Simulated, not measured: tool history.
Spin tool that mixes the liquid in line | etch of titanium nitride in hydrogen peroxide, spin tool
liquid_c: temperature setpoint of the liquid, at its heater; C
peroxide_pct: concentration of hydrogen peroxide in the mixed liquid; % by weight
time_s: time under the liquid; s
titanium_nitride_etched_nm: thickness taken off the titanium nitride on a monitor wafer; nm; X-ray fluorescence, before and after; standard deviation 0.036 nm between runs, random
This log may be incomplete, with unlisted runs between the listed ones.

run 1 hour=0 | liquid_c=44 peroxide_pct=20 time_s=280 | titanium_nitride_etched_nm=11.243
run 2 hour=1.5 | liquid_c=42.5 peroxide_pct=20 time_s=280 | titanium_nitride_etched_nm=9.9504
run 3 hour=9.3 | liquid_c=42.5 peroxide_pct=20 time_s=300 | titanium_nitride_etched_nm=10.666
run 4 hour=10.2 | liquid_c=42.5 peroxide_pct=20 time_s=280 | titanium_nitride_etched_nm=9.9018
run 5 hour=17.9 | liquid_c=42.5 peroxide_pct=16.5 time_s=280 | titanium_nitride_etched_nm=9.492
run 6 hour=19.4 | liquid_c=42.5 peroxide_pct=16.5 time_s=300 | titanium_nitride_etched_nm=10.277
run 7 hour=20.5 | liquid_c=41.5 peroxide_pct=16.5 time_s=300 | titanium_nitride_etched_nm=9.4514

Run 8 has not been measured yet. What should we expect?
run 8 hour=22.8 | liquid_c=41 peroxide_pct=16.5 time_s=300 | titanium_nitride_etched_nm=?

titanium_nitride_etched_nm: 9.1505 nm
